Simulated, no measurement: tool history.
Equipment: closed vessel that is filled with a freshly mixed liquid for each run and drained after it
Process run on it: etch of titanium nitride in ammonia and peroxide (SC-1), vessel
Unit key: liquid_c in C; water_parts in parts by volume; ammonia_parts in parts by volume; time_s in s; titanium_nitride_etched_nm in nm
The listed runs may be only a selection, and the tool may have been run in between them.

run	hour	liquid_c	water_parts	ammonia_parts	time_s	titanium_nitride_etched_nm
1	0.0	57.0	16	0.55	360	20.927
2	7.8	50.5	16	0.55	360	13.773
3	14.6	50.5	16	0.70	360	14.384
4	23.9	51.5	16	0.70	360	15.164
5	27.4	51.5	16	0.80	360	15.357
6	33.2	55.5	16	0.80	360	20.874

Estimate the outcome of run 7 from the log above:
7	35.0	55.0	16	0.80	360	?

{"run 7": {"titanium_nitride_etched_nm": 19.958}}
